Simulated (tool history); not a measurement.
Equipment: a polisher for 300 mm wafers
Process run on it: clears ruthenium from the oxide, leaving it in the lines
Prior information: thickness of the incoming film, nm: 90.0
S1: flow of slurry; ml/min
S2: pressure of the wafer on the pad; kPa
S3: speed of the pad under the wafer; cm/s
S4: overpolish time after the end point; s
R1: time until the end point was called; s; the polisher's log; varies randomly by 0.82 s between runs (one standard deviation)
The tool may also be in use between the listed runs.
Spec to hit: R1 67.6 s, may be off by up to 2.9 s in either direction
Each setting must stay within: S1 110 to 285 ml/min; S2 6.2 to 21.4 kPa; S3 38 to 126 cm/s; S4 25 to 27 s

| run | hour | S1 | S2 | S3 | S4 | R1 |
|---|---|---|---|---|---|---|
| 1 | 0 | 180 | 13.8 | 82 | 25 | 102.63 |
| 2 | 6.8 | 180 | 15.9 | 82 | 25 | 89.668 |
| 3 | 11.3 | 160 | 15.9 | 82 | 25 | 90.658 |
| 4 | 16.6 | 160 | 13.1 | 82 | 25 | 107.83 |
| 5 | 24 | 160 | 15.2 | 84 | 25 | 93.921 |
| 6 | 25.6 | 160 | 15.2 | 84 | 25 | 93.985 |
| 7 | 27.6 | 160 | 15.2 | 84 | 25 | 93.064 |
| 8 | 32.4 | 160 | 16.5 | 84 | 25 | 85.857 |
| 9 | 33.1 | 165 | 17.9 | 84 | 25 | 77.014 |
| 10 | 41.2 | 170 | 18.6 | 84 | 25 | 75.168 |
| 11 | 47.3 | 170 | 19.3 | 84 | 25 | 71.929 |
| 12 | 55 | 170 | 20 | 84 | 25 | 71.008 |

Exactly one of the 4 candidate moves below puts every result within its allowed miss. Which one?
| A | 62.7 | 215 | 19.3 | 88 | 25 | ? |
| B | 62.7 | 170 | 20 | 82 | 26 | ? |
| C | 62.7 | 190 | 19.3 | 80 | 25 | ? |
| D | 62.7 | 200 | 20.7 | 76 | 25 | ? |

| move | R1 |
|---|---|
| A | 66.667 |
| B | 71.306 |
| C | 74.341 |
| D | 72.51 |
A: every result lands within tolerance
B: lands further from the targets than the last run did
C: lands further from the targets than the last run did
D: lands further from the targets than the last run did
A is the move that brings every result within its allowed miss.
